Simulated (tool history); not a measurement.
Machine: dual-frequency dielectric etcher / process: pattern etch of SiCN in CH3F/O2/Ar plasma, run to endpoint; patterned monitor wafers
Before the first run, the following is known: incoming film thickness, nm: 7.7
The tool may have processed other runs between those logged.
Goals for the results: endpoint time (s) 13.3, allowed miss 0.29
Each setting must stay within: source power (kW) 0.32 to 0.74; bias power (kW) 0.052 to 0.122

run,hour,source power (kW),bias power (kW),endpoint time (s)
1,0,0.53,0.087,16.256
2,7.5,0.53,0.077,17.013
3,9,0.5,0.077,17.554
4,12.5,0.54,0.077,16.768
5,19.5,0.5,0.077,17.47
6,23.7,0.56,0.081,16.173
7,28,0.6,0.083,15.553
8,30.9,0.63,0.086,15.163
9,32.8,0.66,0.089,14.57
10,36.2,0.68,0.091,14.257
11,42.7,0.7,0.093,13.953

Which one of the following 5 next-run settings gets every result inside its allowed miss? There is exactly one.
A,49.2,0.69,0.1,?
B,49.2,0.7,0.079,?
C,49.2,0.64,0.1,?
D,49.2,0.69,0.099,?
E,49.2,0.74,0.099,?

move,endpoint time (s)
A,13.795
B,14.62
C,14.302
D,13.835
E,13.387
A: closer than the last run, but not yet in spec
B: further off than the last run
C: further off than the last run
D: closer than the last run, but not yet in spec
E: each result inside its tolerance
The right move is E.

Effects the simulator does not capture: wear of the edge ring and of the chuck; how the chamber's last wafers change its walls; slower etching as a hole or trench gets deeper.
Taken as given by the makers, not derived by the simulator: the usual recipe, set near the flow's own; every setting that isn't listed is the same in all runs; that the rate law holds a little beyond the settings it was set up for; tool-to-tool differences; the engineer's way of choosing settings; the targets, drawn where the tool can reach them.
